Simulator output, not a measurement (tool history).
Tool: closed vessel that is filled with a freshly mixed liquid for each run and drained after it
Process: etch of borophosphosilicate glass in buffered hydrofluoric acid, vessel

run,hour,temperature setpoint of the liquid (C),parts of 40 % ammonium fluoride to one part of 49 % hydrofluoric acid (parts by volume),time in the liquid (s),thickness taken off the borophosphosilicate glass on a monitor wafer (nm)
1,0,22,12,30,48.7
2,7.6,18.5,12,30,39.909
3,10,22.5,10,30,59.896
4,16.1,22.5,8,30,71.855
5,19.7,19,8,30,59.644
6,26.8,19,9.5,30,50.276

Run 7 comes next. What will it give?
7,27.5,22.5,8.5,30,?

thickness taken off the borophosphosilicate glass on a monitor wafer (nm): 67.633
